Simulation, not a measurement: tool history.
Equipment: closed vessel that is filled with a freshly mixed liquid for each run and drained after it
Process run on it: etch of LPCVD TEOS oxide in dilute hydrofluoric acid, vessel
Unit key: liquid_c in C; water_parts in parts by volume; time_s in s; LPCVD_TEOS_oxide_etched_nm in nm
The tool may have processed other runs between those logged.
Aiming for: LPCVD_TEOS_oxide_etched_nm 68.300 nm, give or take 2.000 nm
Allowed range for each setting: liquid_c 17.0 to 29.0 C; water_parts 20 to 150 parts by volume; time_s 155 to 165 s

{"run": 1, "hour": 0.0, "liquid_c": 21.0, "water_parts": 85, "time_s": 155, "LPCVD_TEOS_oxide_etched_nm": 48.697}
{"run": 2, "hour": 6.3, "liquid_c": 21.0, "water_parts": 70, "time_s": 155, "LPCVD_TEOS_oxide_etched_nm": 58.899}
{"run": 3, "hour": 14.8, "liquid_c": 22.0, "water_parts": 70, "time_s": 155, "LPCVD_TEOS_oxide_etched_nm": 61.386}
{"run": 4, "hour": 17.0, "liquid_c": 22.5, "water_parts": 70, "time_s": 155, "LPCVD_TEOS_oxide_etched_nm": 62.928}
{"run": 5, "hour": 19.6, "liquid_c": 23.0, "water_parts": 70, "time_s": 155, "LPCVD_TEOS_oxide_etched_nm": 63.705}
{"run": 6, "hour": 24.1, "liquid_c": 26.5, "water_parts": 70, "time_s": 155, "LPCVD_TEOS_oxide_etched_nm": 73.702}
{"run": 7, "hour": 26.9, "liquid_c": 26.0, "water_parts": 70, "time_s": 155, "LPCVD_TEOS_oxide_etched_nm": 73.5}
{"run": 8, "hour": 34.3, "liquid_c": 25.5, "water_parts": 70, "time_s": 155, "LPCVD_TEOS_oxide_etched_nm": 70.469}

Consider the 4 candidate settings below. Which is the only one whose results all fall within their allowed miss of target?
{"run": "A", "hour": 41.7, "liquid_c": 26.0, "water_parts": 70, "time_s": 155, "LPCVD_TEOS_oxide_etched_nm": "?"}
{"run": "B", "hour": 41.7, "liquid_c": 26.5, "water_parts": 80, "time_s": 165, "LPCVD_TEOS_oxide_etched_nm": "?"}
{"run": "C", "hour": 41.7, "liquid_c": 27.0, "water_parts": 70, "time_s": 155, "LPCVD_TEOS_oxide_etched_nm": "?"}
{"run": "D", "hour": 41.7, "liquid_c": 22.0, "water_parts": 60, "time_s": 155, "LPCVD_TEOS_oxide_etched_nm": "?"}

move=A LPCVD_TEOS_oxide_etched_nm=72.746
move=B LPCVD_TEOS_oxide_etched_nm=68.083
move=C LPCVD_TEOS_oxide_etched_nm=75.668
move=D LPCVD_TEOS_oxide_etched_nm=73.243
A: misses by more than the last run did
B: in spec on every target
C: misses by more than the last run did
D: misses by more than the last run did
So the answer is move B, the one that meets all the targets.
